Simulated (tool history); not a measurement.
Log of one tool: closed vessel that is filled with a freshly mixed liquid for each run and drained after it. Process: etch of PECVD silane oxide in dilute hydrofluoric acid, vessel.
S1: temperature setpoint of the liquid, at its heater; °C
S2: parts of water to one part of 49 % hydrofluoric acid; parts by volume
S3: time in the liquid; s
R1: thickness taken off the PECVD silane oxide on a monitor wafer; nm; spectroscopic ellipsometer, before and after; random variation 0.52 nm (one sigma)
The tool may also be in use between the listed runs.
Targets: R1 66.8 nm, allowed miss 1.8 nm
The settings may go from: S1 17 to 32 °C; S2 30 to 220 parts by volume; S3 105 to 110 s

run  hour    S1   S2   S3      R1
  1     0    24  125  105  23.147
  2   1.3  26.5  100  105  32.456
  3   3.1  26.5  100  110  34.285
  4   7.3  26.5  125  110  26.721
  5  15.2  28.5  125  110  28.542
  6  22.6  29.5  100  110  38.295
  7    25    30   85  110  46.978
  8  32.6  30.5   75  110  54.378
  9  39.3    31   70  110  60.882
 10    42  31.5   70  110  62.098

4 next moves are on the table. One of them brings every result within its allowed miss. Which?
  A  44.7  31.5  65  110   ?
  B  44.7    32  60  105   ?
  C  44.7    31  60  110   ?
  D  44.7  29.5  65  105   ?

move      R1
   A  66.394
   B  70.533
   C  71.109
   D  58.676
A: meets every target
B: takes the result that was furthest off past its target
C: takes the result that was furthest off past its target
D: further off than the last run
Move A is the one to make.
